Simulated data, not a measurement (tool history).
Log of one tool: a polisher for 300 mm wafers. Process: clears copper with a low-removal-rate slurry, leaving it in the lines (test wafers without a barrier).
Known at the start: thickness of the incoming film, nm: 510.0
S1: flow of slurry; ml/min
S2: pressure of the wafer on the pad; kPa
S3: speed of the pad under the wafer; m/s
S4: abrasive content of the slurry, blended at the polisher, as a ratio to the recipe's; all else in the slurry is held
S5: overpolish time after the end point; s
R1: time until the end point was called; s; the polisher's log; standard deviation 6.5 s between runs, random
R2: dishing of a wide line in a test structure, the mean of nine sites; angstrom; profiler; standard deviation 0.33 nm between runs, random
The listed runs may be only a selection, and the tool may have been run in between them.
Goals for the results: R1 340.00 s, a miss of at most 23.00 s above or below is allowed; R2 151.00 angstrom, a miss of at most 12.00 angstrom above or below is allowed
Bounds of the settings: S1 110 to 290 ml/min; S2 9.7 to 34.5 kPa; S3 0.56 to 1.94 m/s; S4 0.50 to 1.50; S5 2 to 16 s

run	hour	S1	S2	S3	S4	S5	R1	R2
1	0.0	185	22.1	1.24	1.00	8	125.10	214.24
2	7.5	185	19.3	1.14	1.00	9	162.23	197.96
3	14.7	185	19.3	0.82	1.00	9	217.44	150.70
4	21.4	185	22.1	0.82	1.00	9	182.83	165.25
5	22.0	205	22.1	0.82	1.00	9	180.84	165.81
6	26.7	205	20.0	0.82	1.00	10	200.36	164.73
7	34.1	195	17.9	0.82	1.00	11	227.04	165.71
8	36.6	190	16.5	0.82	1.00	12	259.87	162.56
9	41.2	185	15.9	0.82	1.00	12	264.92	152.53
10	48.8	180	15.2	0.82	1.00	13	268.52	163.46
11	57.6	180	14.5	0.82	1.00	13	283.40	153.14
12	58.8	180	13.8	0.82	1.00	13	293.72	143.76
13	64.9	180	13.1	0.82	1.00	13	304.71	139.82

Which one of the following 4 next-run settings gets every result inside its allowed miss? There is exactly one.
A	71.0	165	14.5	0.78	1.05	13	?	?
B	71.0	180	15.2	0.86	1.05	14	?	?
C	71.0	185	12.4	0.78	1.05	15	?	?
D	71.0	190	11.0	0.70	1.45	15	?	?

move	R1	R2
A	294.32	152.70
B	252.69	189.18
C	334.36	154.37
D	384.02	135.05
A: lands further from the targets than the last run did
B: lands further from the targets than the last run did
C: each result inside its tolerance
D: takes the result that was furthest off past its target
C is the move that brings every result within its allowed miss.
